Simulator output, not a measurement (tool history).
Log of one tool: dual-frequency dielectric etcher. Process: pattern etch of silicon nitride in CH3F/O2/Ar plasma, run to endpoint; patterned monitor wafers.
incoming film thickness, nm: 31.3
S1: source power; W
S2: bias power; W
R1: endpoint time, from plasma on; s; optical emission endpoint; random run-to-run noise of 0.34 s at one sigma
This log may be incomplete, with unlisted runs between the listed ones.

| run | hour | S1 | S2 | R1 |
|---|---|---|---|---|
| 1 | 0.0 | 450 | 65 | 44.785 |
| 2 | 6.3 | 390 | 58 | 50.338 |
| 3 | 13.1 | 360 | 57 | 53.648 |
| 4 | 17.9 | 360 | 66 | 50.117 |
| 5 | 25.7 | 330 | 64 | 53.716 |
| 6 | 31.1 | 390 | 64 | 48.603 |

Forecast run 7:
| 7 | 33.7 | 360 | 63 | ? |

{"run 7": {"R1": 51.357}}

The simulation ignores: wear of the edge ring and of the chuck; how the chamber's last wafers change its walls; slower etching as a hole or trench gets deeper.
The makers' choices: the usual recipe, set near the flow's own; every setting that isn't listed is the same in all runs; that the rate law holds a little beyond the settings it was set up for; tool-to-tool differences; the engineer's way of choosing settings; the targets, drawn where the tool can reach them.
